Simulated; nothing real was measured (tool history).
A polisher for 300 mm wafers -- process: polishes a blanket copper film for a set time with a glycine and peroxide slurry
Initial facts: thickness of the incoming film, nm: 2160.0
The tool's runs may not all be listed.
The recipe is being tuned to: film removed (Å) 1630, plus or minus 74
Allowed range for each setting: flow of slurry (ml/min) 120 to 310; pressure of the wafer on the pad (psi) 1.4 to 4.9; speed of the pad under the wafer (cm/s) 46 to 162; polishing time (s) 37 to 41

run  hour  flow of slurry (ml/min)  pressure of the wafer on the pad (psi)  speed of the pad under the wafer (cm/s)  polishing time (s)  film removed (Å)
  1     0                      200                                     3.1                                      104                  41            2684.1
  2   2.1                      200                                     3.1                                      104                  41            2662.9
  3  10.8                      200                                     2.9                                      104                  41            2499.2
  4  11.7                      200                                     2.7                                      104                  41            2343.7
  5  13.5                      200                                     2.7                                      104                  41              2338
  6  14.8                      200                                     2.5                                      104                  41            2192.1
  7  19.2                      200                                     2.4                                      104                  41            2176.7
  8  27.7                      200                                     2.3                                      104                  41            2031.6
  9  35.9                      200                                     1.6                                      102                  41            1579.5

Which of these 4 next moves meets every target?
  A  44.1                      270                                     1.6                                      106                  41                 ?
  B  44.1                      305                                     1.4                                      116                  37                 ?
  C  44.1                      240                                     2.4                                       82                  40                 ?
  D  44.1                      220                                     1.8                                      124                  37                 ?

move  film removed (Å)
   A            1650.4
   B            1453.2
   C            1801.6
   D            1790.9
A: all results land within tolerance of their targets
B: the biggest miss grows against the last run
C: the result that was furthest off in the last run now lies on the other side of its target
D: the result that was furthest off in the last run now lies on the other side of its target
Move A is the one to make.
